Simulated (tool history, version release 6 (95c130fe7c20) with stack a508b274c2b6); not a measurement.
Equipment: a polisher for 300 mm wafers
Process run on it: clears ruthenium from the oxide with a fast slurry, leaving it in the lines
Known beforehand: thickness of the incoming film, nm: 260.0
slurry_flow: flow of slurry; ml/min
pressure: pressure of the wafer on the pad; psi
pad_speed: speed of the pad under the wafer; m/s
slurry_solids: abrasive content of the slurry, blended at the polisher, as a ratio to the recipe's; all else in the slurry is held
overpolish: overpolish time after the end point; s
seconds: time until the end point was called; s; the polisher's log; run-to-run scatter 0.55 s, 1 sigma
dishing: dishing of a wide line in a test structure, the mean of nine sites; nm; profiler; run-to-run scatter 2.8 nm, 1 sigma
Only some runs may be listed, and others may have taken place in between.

{"run": 1, "day": 0.0, "slurry_flow": 155, "pressure": 3.1, "pad_speed": 1.22, "slurry_solids": 1.0, "overpolish": 29, "seconds": 52.392, "dishing": 101.66}
{"run": 2, "day": 0.325, "slurry_flow": 155, "pressure": 3.3, "pad_speed": 1.22, "slurry_solids": 1.0, "overpolish": 29, "seconds": 48.19, "dishing": 105.44}
{"run": 3, "day": 0.554, "slurry_flow": 155, "pressure": 3.3, "pad_speed": 0.92, "slurry_solids": 1.0, "overpolish": 29, "seconds": 63.453, "dishing": 88.958}
{"run": 4, "day": 0.646, "slurry_flow": 155, "pressure": 3.6, "pad_speed": 0.92, "slurry_solids": 1.0, "overpolish": 30, "seconds": 56.866, "dishing": 91.391}
{"run": 5, "day": 0.775, "slurry_flow": 155, "pressure": 3.8, "pad_speed": 0.94, "slurry_solids": 1.0, "overpolish": 32, "seconds": 53.02, "dishing": 108.25}
{"run": 6, "day": 1.017, "slurry_flow": 155, "pressure": 4.4, "pad_speed": 0.94, "slurry_solids": 1.0, "overpolish": 32, "seconds": 46.239, "dishing": 117.68}
{"run": 7, "day": 1.3, "slurry_flow": 155, "pressure": 4.5, "pad_speed": 0.94, "slurry_solids": 1.0, "overpolish": 32, "seconds": 44.868, "dishing": 113.46}
{"run": 8, "day": 1.6, "slurry_flow": 155, "pressure": 4.6, "pad_speed": 0.94, "slurry_solids": 1.0, "overpolish": 33, "seconds": 45.473, "dishing": 118.2}

Forecast run 9:
{"run": 9, "day": 1.65, "slurry_flow": 155, "pressure": 4.7, "pad_speed": 0.96, "slurry_solids": 1.0, "overpolish": 33, "seconds": "?", "dishing": "?"}

Run 9 came out at seconds 41.842 s, dishing 124.510 nm.
